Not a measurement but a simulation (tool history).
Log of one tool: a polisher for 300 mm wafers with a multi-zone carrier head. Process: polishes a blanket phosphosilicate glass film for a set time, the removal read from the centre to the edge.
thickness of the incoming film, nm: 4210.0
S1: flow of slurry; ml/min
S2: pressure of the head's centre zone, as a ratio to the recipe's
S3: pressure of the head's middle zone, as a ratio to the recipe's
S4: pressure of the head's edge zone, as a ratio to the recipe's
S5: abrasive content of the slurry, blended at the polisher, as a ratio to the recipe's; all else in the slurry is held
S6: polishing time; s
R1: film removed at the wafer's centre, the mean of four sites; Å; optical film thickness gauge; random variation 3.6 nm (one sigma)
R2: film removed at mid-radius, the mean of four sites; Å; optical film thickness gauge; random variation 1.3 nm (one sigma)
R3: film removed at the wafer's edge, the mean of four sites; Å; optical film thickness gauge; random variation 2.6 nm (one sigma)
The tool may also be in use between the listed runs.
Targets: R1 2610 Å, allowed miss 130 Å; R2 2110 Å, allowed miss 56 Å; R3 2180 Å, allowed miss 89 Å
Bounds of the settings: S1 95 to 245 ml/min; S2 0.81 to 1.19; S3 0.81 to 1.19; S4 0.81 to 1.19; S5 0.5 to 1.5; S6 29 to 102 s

run 1 day=0 | S1=155 S2=1 S3=1 S4=1 S5=1 S6=65 | R1=3361 R2=3367.5 R3=3387.1
run 2 day=0.033 | S1=155 S2=1 S3=1 S4=0.96 S5=1 S6=65 | R1=3409.5 R2=3376.2 R3=3295
run 3 day=0.204 | S1=155 S2=1.05 S3=1 S4=0.96 S5=1 S6=65 | R1=3648.2 R2=3415.7 R3=3303.1
run 4 day=0.529 | S1=155 S2=1.05 S3=1 S4=0.96 S5=1.2 S6=65 | R1=3997.5 R2=3718.1 R3=3586.9
run 5 day=0.712 | S1=155 S2=1.05 S3=1 S4=0.96 S5=1.2 S6=75 | R1=4491.3 R2=4208.8 R3=4173.5
run 6 day=0.821 | S1=150 S2=1.05 S3=0.98 S4=0.95 S5=1.1 S6=73 | R1=4166.5 R2=3885.4 R3=3766.9
run 7 day=0.883 | S1=150 S2=1.06 S3=0.96 S4=0.96 S5=1 S6=71 | R1=3887.2 R2=3605 R3=3529.2
run 8 day=1.2 | S1=150 S2=1.07 S3=0.94 S4=0.97 S5=0.95 S6=68 | R1=3646.4 R2=3283.3 R3=3280.3
run 9 day=1.342 | S1=150 S2=1.08 S3=0.92 S4=0.97 S5=0.9 S6=67 | R1=3620.6 R2=3080 R3=3201.5
run 10 day=1.496 | S1=145 S2=1.08 S3=0.91 S4=0.95 S5=0.85 S6=66 | R1=3412.3 R2=2943.9 R3=3060.2
run 11 day=1.854 | S1=145 S2=1.09 S3=0.91 S4=0.94 S5=0.8 S6=65 | R1=3231.2 R2=2778.1 R3=2954
run 12 day=1.979 | S1=150 S2=1.1 S3=0.92 S4=0.92 S5=0.75 S6=63 | R1=3160.7 R2=2666.1 R3=2695.2
run 13 day=2.062 | S1=150 S2=1.1 S3=0.92 S4=0.92 S5=0.75 S6=63 | R1=3138.1 R2=2664.2 R3=2785.2
run 14 day=2.083 | S1=150 S2=1.11 S3=0.92 S4=0.91 S5=0.7 S6=62 | R1=2977 R2=2539.7 R3=2519.7
run 15 day=2.3 | S1=145 S2=1.11 S3=0.91 S4=0.9 S5=0.7 S6=62 | R1=3020.6 R2=2477.1 R3=2528.2
run 16 day=2.592 | S1=140 S2=1.1 S3=0.91 S4=0.89 S5=0.7 S6=62 | R1=2913.4 R2=2494.5 R3=2497.4
run 17 day=2.85 | S1=135 S2=1.1 S3=0.9 S4=0.88 S5=0.7 S6=62 | R1=2918.5 R2=2428.6 R3=2421.4
run 18 day=3.121 | S1=130 S2=1.09 S3=0.89 S4=0.88 S5=0.7 S6=62 | R1=2781.8 R2=2399 R3=2477.3

4 next moves are on the table. One of them brings every result within its allowed miss. Which?
run A day=3.392 | S1=155 S2=1.13 S3=0.88 S4=0.89 S5=0.65 S6=55 | R1=? R2=? R3=?
run B day=3.392 | S1=165 S2=1.1 S3=0.87 S4=1 S5=0.6 S6=69 | R1=? R2=? R3=?
run C day=3.392 | S1=95 S2=0.98 S3=0.85 S4=0.93 S5=1.2 S6=61 | R1=? R2=? R3=?
run D day=3.392 | S1=130 S2=1.07 S3=1.19 S4=0.81 S5=0.65 S6=59 | R1=? R2=? R3=?

move=A R1=2630.1 R2=2106.9 R3=2122.6
move=B R1=3108.1 R2=2534.6 R3=2709.2
move=C R1=2924 R2=2696.8 R3=2956.8
move=D R1=2557.6 R2=2690.6 R3=2114.8
A: meets every target
B: further off than the last run
C: further off than the last run
D: further off than the last run
Move A is the one to make.
